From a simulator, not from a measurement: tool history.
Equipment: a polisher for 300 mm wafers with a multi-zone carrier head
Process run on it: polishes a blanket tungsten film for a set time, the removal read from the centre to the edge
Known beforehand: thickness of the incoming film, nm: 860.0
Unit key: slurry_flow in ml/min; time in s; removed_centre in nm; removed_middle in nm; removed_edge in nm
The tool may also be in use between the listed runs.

run	hour	slurry_flow	centre_zone	middle_zone	edge_zone	slurry_solids	time	removed_centre	removed_middle	removed_edge
1	0.0	290	1.00	1.00	1.00	1.00	63	259.37	268.43	256.18
2	2.0	285	0.99	0.97	1.00	0.95	63	252.69	255.37	256.64
3	4.4	285	0.98	0.96	0.99	0.90	63	252.48	255.48	243.76
4	6.0	285	0.98	0.88	0.99	0.90	63	252.25	237.64	256.08
5	13.3	285	0.98	0.88	0.99	0.90	78	306.80	287.90	315.81
6	21.6	285	0.98	0.81	0.99	0.90	78	307.63	271.65	310.63

Predict the results of run 7:
7	22.5	285	0.96	0.81	0.97	0.80	76	?	?	?

For run 7 the tool returned removed_centre 287.82 nm, removed_middle 258.90 nm, removed_edge 294.28 nm.
